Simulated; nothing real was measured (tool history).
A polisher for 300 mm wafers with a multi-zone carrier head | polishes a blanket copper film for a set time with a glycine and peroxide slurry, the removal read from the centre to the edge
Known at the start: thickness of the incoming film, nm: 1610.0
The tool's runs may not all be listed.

run  hour  flow of slurry (ml/min)  pressure of the head's centre zone  pressure of the head's middle zone  pressure of the head's edge zone  polishing time (s)  film removed at the wafer's centre (angstrom)  film removed at mid-radius (angstrom)  film removed at the wafer's edge (angstrom)
  1   0.0                      295                                1.00                                1.00                              1.00                  60                                         2785.9                                 2773.9                                       2695.8
  2   4.5                      295                                0.94                                1.00                              1.00                  60                                         2578.4                                 2767.7                                       2704.8
  3  12.6                      300                                0.95                                0.99                              1.05                  64                                         2828.9                                 2892.4                                       2928.2
  4  16.0                      275                                0.95                                0.99                              1.05                  64                                         2774.7                                 2882.6                                       2899.4
  5  23.4                      275                                0.95                                0.99                              1.05                  54                                         2338.7                                 2438.9                                       2486.6
  6  27.7                      280                                0.94                                0.99                              1.08                  61                                         2667.2                                 2753.0                                       2836.6
  7  28.7                      295                                0.93                                0.99                              1.11                  65                                         2783.5                                 2962.7                                       3051.3

Forecast run 8:
  8  29.9                      300                                0.93                                0.98                              1.13                  68                                              ?                                      ?                                            ?

Run 8 gave film removed at the wafer's centre (angstrom) 2924.9, film removed at mid-radius (angstrom) 3049.5, film removed at the wafer's edge (angstrom) 3243.2.

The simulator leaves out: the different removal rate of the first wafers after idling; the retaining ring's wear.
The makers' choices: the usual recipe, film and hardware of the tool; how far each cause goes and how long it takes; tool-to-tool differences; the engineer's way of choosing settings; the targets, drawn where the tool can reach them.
